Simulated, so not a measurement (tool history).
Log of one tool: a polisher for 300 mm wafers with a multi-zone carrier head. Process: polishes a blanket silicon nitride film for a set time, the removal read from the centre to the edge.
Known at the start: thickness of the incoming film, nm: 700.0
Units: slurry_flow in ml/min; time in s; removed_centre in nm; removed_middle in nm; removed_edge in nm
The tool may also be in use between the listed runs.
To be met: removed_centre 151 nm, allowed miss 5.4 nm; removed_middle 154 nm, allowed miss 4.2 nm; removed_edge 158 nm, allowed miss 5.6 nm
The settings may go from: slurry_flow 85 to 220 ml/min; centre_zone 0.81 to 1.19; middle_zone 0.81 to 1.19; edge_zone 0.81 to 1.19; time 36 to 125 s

| run | hour | slurry_flow | centre_zone | middle_zone | edge_zone | time | removed_centre | removed_middle | removed_edge |
|---|---|---|---|---|---|---|---|---|---|
| 1 | 0 | 140 | 1 | 1 | 1 | 80 | 111.03 | 111.7 | 120.4 |
| 2 | 7.5 | 155 | 1.02 | 1.04 | 1.05 | 84 | 121.08 | 124.75 | 126.18 |
| 3 | 12.1 | 140 | 1.02 | 1.04 | 1.05 | 84 | 119.31 | 120.47 | 125.43 |
| 4 | 20.5 | 140 | 1.02 | 1.04 | 1.01 | 84 | 119.25 | 121.01 | 125.17 |
| 5 | 25.1 | 145 | 1.02 | 1.04 | 1.01 | 90 | 130.53 | 130.74 | 133.98 |
| 6 | 25.8 | 145 | 1.08 | 1.04 | 1.01 | 90 | 137.76 | 130.19 | 134.34 |
| 7 | 29.8 | 155 | 1.05 | 1.03 | 1.03 | 93 | 138.09 | 137.3 | 139.9 |
| 8 | 35.8 | 160 | 1.05 | 1.02 | 1.04 | 96 | 143.13 | 137.37 | 146.48 |
| 9 | 39.4 | 170 | 1.04 | 1.03 | 1.05 | 98 | 144.87 | 144.06 | 151.96 |
| 10 | 41 | 175 | 1.04 | 1.04 | 1.06 | 99 | 153.09 | 149.49 | 152.71 |

4 next moves are on the table. One of them brings every result within its allowed miss. Which?
| A | 42.6 | 195 | 1.03 | 1.14 | 0.93 | 97 | ? | ? | ? |
| B | 42.6 | 195 | 1.18 | 1.13 | 1.05 | 91 | ? | ? | ? |
| C | 42.6 | 155 | 1.09 | 1.01 | 1.04 | 98 | ? | ? | ? |
| D | 42.6 | 205 | 1.03 | 1.07 | 1.11 | 98 | ? | ? | ? |

| move | removed_centre | removed_middle | removed_edge |
|---|---|---|---|
| A | 146.51 | 162.71 | 143.64 |
| B | 157.61 | 151.35 | 141.28 |
| C | 150.89 | 143.39 | 148.23 |
| D | 149.04 | 156.68 | 156.53 |
A: takes the result that was furthest off past its target
B: brings the result that was furthest off to its target, and leaves another outside
C: further off than the last run
D: meets every target
The right move is D.
